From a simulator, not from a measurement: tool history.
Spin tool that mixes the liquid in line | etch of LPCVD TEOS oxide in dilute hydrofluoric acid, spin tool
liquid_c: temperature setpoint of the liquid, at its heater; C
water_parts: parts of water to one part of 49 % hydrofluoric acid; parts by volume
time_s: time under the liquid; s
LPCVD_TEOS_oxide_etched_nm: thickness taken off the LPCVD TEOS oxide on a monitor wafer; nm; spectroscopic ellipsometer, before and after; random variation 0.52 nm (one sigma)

run 1 hour=0 | liquid_c=24 water_parts=160 time_s=75 | LPCVD_TEOS_oxide_etched_nm=15.688
run 2 hour=8 | liquid_c=24 water_parts=160 time_s=80 | LPCVD_TEOS_oxide_etched_nm=16.354
run 3 hour=10.5 | liquid_c=24 water_parts=160 time_s=75 | LPCVD_TEOS_oxide_etched_nm=15.436
run 4 hour=12.7 | liquid_c=26 water_parts=130 time_s=75 | LPCVD_TEOS_oxide_etched_nm=21.201
run 5 hour=16.3 | liquid_c=29 water_parts=130 time_s=75 | LPCVD_TEOS_oxide_etched_nm=23.607
run 6 hour=24 | liquid_c=29 water_parts=130 time_s=80 | LPCVD_TEOS_oxide_etched_nm=25.49

Run 7 comes next. What will it give?
run 7 hour=31.8 | liquid_c=29.5 water_parts=110 time_s=80 | LPCVD_TEOS_oxide_etched_nm=?

LPCVD_TEOS_oxide_etched_nm: 31.023 nm
